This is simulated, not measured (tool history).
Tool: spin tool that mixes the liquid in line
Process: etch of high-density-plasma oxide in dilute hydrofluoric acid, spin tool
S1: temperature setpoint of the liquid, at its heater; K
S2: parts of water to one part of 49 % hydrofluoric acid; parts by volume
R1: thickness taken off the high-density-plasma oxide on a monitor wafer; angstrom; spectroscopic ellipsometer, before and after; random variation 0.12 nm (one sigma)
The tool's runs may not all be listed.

{"run": 1, "day": 0.0, "S1": 297.15, "S2": 150, "time under the liquid (s)": 320, "R1": 157.77}
{"run": 2, "day": 0.321, "S1": 299.15, "S2": 150, "time under the liquid (s)": 320, "R1": 170.58}
{"run": 3, "day": 0.562, "S1": 297.15, "S2": 150, "time under the liquid (s)": 320, "R1": 157.04}
{"run": 4, "day": 0.621, "S1": 297.15, "S2": 150, "time under the liquid (s)": 320, "R1": 158.12}
{"run": 5, "day": 0.658, "S1": 297.15, "S2": 110, "time under the liquid (s)": 320, "R1": 225.8}
{"run": 6, "day": 0.838, "S1": 299.65, "S2": 100, "time under the liquid (s)": 320, "R1": 277.04}
{"run": 7, "day": 0.883, "S1": 301.15, "S2": 100, "time under the liquid (s)": 320, "R1": 293.24}
{"run": 8, "day": 1.0, "S1": 305.15, "S2": 85, "time under the liquid (s)": 320, "R1": 410.34}
{"run": 9, "day": 1.292, "S1": 304.65, "S2": 85, "time under the liquid (s)": 320, "R1": 405.66}

The next listed run, before its measurement:
{"run": 10, "day": 1.342, "S1": 304.15, "S2": 85, "time under the liquid (s)": 320, "R1": "?"}

{"run 10": {"R1": 395.62}}
